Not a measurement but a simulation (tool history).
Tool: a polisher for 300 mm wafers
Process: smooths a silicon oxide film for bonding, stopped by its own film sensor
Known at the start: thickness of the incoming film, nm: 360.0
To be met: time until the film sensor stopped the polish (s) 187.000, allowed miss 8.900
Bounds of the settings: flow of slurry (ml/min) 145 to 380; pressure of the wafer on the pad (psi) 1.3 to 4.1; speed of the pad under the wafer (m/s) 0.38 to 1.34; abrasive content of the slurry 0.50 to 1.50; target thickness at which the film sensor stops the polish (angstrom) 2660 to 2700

| run | hour | flow of slurry (ml/min) | pressure of the wafer on the pad (psi) | speed of the pad under the wafer (m/s) | abrasive content of the slurry | target thickness at which the film sensor stops the polish (angstrom) | time until the film sensor stopped the polish (s) |
|---|---|---|---|---|---|---|---|
| 1 | 0.0 | 245 | 2.7 | 0.86 | 1.00 | 2700 | 91.272 |
| 2 | 7.5 | 245 | 2.7 | 0.86 | 1.00 | 2660 | 97.632 |
| 3 | 10.2 | 245 | 2.4 | 0.84 | 1.00 | 2660 | 110.990 |
| 4 | 13.3 | 245 | 2.4 | 0.84 | 1.10 | 2660 | 107.860 |
| 5 | 19.3 | 245 | 2.4 | 0.84 | 1.25 | 2660 | 97.076 |
| 6 | 25.5 | 245 | 2.4 | 0.74 | 1.25 | 2660 | 104.970 |
| 7 | 32.4 | 245 | 2.2 | 0.70 | 1.25 | 2660 | 117.140 |
| 8 | 40.6 | 245 | 2.0 | 0.66 | 1.25 | 2660 | 136.030 |
| 9 | 44.6 | 245 | 1.9 | 0.66 | 1.25 | 2660 | 140.400 |
| 10 | 47.1 | 245 | 1.8 | 0.66 | 1.25 | 2660 | 148.230 |
| 11 | 52.2 | 245 | 1.7 | 0.66 | 1.25 | 2660 | 158.070 |
| 12 | 59.9 | 245 | 1.3 | 0.64 | 1.25 | 2660 | 205.100 |

Which of these 5 next moves meets every target?
| A | 67.6 | 250 | 1.4 | 0.80 | 1.25 | 2670 | ? |
| B | 67.6 | 195 | 1.5 | 0.62 | 1.40 | 2700 | ? |
| C | 67.6 | 245 | 1.5 | 0.68 | 1.00 | 2700 | ? |
| D | 67.6 | 215 | 1.5 | 0.60 | 1.40 | 2700 | ? |
| E | 67.6 | 145 | 1.5 | 0.80 | 1.40 | 2660 | ? |

| move | time until the film sensor stopped the polish (s) |
|---|---|
| A | 166.100 |
| B | 170.180 |
| C | 186.670 |
| D | 171.540 |
| E | 158.830 |
A: takes the result that was furthest off past its target
B: takes the result that was furthest off past its target
C: meets every target
D: takes the result that was furthest off past its target
E: takes the result that was furthest off past its target
The right move is C.
